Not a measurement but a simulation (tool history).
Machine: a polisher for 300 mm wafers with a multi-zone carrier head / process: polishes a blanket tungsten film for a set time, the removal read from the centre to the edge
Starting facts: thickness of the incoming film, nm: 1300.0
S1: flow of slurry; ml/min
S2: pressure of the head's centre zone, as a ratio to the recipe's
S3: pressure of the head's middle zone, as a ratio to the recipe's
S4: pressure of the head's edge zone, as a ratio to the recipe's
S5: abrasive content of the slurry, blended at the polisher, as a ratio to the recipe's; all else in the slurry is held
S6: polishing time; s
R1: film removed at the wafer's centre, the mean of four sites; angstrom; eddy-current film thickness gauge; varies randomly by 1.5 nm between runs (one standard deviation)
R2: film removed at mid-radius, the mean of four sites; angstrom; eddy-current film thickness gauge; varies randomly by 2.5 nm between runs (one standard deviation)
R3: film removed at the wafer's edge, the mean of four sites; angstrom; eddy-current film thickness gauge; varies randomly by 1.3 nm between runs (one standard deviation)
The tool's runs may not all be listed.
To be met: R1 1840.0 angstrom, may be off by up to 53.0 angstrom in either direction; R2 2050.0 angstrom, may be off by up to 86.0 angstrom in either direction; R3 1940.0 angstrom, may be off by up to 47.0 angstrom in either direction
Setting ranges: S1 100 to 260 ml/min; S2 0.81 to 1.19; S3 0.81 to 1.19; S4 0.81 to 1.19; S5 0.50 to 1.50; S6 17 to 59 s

run,hour,S1,S2,S3,S4,S5,S6,R1,R2,R3
1,0.0,165,1.00,1.00,1.00,1.00,38,2230.4,2341.6,2325.8
2,5.9,155,0.99,0.99,0.97,0.95,38,2126.1,2313.6,2219.6
3,9.9,145,0.98,0.97,0.95,0.95,38,2053.4,2191.9,2191.9
4,16.7,145,1.05,0.97,0.95,0.95,38,2214.0,2141.8,2215.4
5,24.8,145,1.05,0.94,0.95,0.95,38,2242.5,2179.3,2164.4
6,29.9,140,1.02,0.92,0.92,0.95,38,2151.7,2133.1,2126.2
7,31.9,135,1.00,0.91,0.90,0.95,38,2108.0,2081.3,2111.5
8,34.3,135,0.99,0.92,0.88,0.90,38,2022.4,2057.9,2064.2
9,38.3,140,0.98,0.93,0.86,0.85,38,1979.0,2057.2,1988.5
10,43.5,135,0.97,0.94,0.85,0.85,38,1971.1,2048.9,1948.2
11,44.7,130,0.96,0.95,0.85,0.85,38,1910.4,2105.3,1962.6

Pick the move, out of 4, that brings all results within their allowed miss; only one does.
A,45.9,150,0.93,0.96,0.85,0.95,35,?,?,?
B,45.9,115,1.04,0.86,0.93,0.70,39,?,?,?
C,45.9,125,1.06,0.85,0.85,0.95,35,?,?,?
D,45.9,130,0.98,0.95,0.84,0.85,38,?,?,?

move,R1,R2,R3
A,1829.5,2011.1,1930.2
B,1917.9,1802.2,1930.3
C,2003.4,1832.5,1883.4
D,1951.6,2031.9,1965.9
A: all results land within tolerance of their targets
B: its largest miss is bigger than the last run's
C: its largest miss is bigger than the last run's
D: its largest miss is bigger than the last run's
So the answer is move A, the one that meets all the targets.
